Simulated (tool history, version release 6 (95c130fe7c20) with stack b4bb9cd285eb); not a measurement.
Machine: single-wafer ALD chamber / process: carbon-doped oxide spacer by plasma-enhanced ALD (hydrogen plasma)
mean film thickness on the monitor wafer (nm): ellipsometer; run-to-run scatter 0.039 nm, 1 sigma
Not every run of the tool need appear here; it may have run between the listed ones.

run  hour  heater temperature setpoint (deg C)  number of ALD cycles (cycles)  mean film thickness on the monitor wafer (nm)
  1   0.0                                  385                            176                                         8.5638
  2   8.3                                  385                            197                                         9.6110
  3  14.6                                  385                            202                                         9.8542
  4  18.2                                  385                            193                                         9.3730
  5  22.0                                  385                            199                                         9.6884
  6  30.3                                  385                            175                                         8.5375
  7  36.0                                  385                            185                                         9.0388
  8  39.8                                  385                            192                                         9.4093
  9  48.1                                  385                            197                                         9.6205
 10  53.8                                  385                            202                                         9.8253

For run 11, what comes out?
 11  55.4                                  385                            206                                              ?

{"run 11": {"mean film thickness on the monitor wafer (nm)": 10.032}}
